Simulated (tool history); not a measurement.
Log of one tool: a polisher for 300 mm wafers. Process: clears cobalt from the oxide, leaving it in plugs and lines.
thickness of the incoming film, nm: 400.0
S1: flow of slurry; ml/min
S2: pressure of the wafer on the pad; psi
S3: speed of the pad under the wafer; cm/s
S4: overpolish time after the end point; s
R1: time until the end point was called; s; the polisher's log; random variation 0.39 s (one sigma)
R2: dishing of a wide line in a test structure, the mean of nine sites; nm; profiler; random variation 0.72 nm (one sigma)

Run 1, hour 0.0: S1 265 ml/min, S2 2.3 psi, S3 120 cm/s, S4 17 s. Result: R1 47.810 s, R2 55.088 nm.
Run 2, hour 6.0: S1 265 ml/min, S2 2.6 psi, S3 122 cm/s, S4 17 s. Result: R1 42.197 s, R2 57.724 nm.
Run 3, hour 12.1: S1 265 ml/min, S2 2.6 psi, S3 142 cm/s, S4 17 s. Result: R1 36.757 s, R2 58.759 nm.
Run 4, hour 20.6: S1 265 ml/min, S2 2.6 psi, S3 142 cm/s, S4 20 s. Result: R1 37.580 s, R2 58.782 nm.
Run 5, hour 23.3: S1 265 ml/min, S2 3.0 psi, S3 142 cm/s, S4 20 s. Result: R1 32.736 s, R2 61.440 nm.
Run 6, hour 24.1: S1 325 ml/min, S2 3.0 psi, S3 142 cm/s, S4 20 s. Result: R1 31.921 s, R2 61.156 nm.
Run 7, hour 31.0: S1 325 ml/min, S2 3.1 psi, S3 142 cm/s, S4 20 s. Result: R1 30.099 s, R2 61.296 nm.

Run 8 comes next. What will it give?
Run 8, hour 39.3: S1 325 ml/min, S2 3.2 psi, S3 142 cm/s, S4 20 s. Result: R1 ?, R2 ?.

Run 8 gave R1 30.019 s, R2 60.670 nm.
